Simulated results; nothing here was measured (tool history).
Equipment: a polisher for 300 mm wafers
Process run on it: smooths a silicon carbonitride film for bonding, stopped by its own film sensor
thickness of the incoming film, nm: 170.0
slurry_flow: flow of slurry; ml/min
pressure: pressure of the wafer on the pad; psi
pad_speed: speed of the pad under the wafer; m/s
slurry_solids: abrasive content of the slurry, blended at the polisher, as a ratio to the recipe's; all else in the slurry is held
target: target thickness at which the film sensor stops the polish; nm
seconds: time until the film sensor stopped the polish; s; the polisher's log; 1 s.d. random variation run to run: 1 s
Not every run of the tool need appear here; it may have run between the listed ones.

run,hour,slurry_flow,pressure,pad_speed,slurry_solids,target,seconds
1,0.0,155,1.9,1.06,1.0,159,51.644
2,3.5,150,1.6,1.00,1.0,159,63.403
3,6.9,150,1.6,1.00,1.0,159,63.655
4,13.3,145,1.4,0.96,1.0,159,74.561
5,20.2,140,1.3,0.94,1.0,159,81.566
6,22.3,140,1.1,0.94,1.0,159,96.121
7,23.0,135,1.1,0.94,1.0,159,96.111

What does the tool deliver on the next run?
8,24.7,130,1.1,0.94,1.0,159,?

{"run 8": {"seconds": 95.861}}

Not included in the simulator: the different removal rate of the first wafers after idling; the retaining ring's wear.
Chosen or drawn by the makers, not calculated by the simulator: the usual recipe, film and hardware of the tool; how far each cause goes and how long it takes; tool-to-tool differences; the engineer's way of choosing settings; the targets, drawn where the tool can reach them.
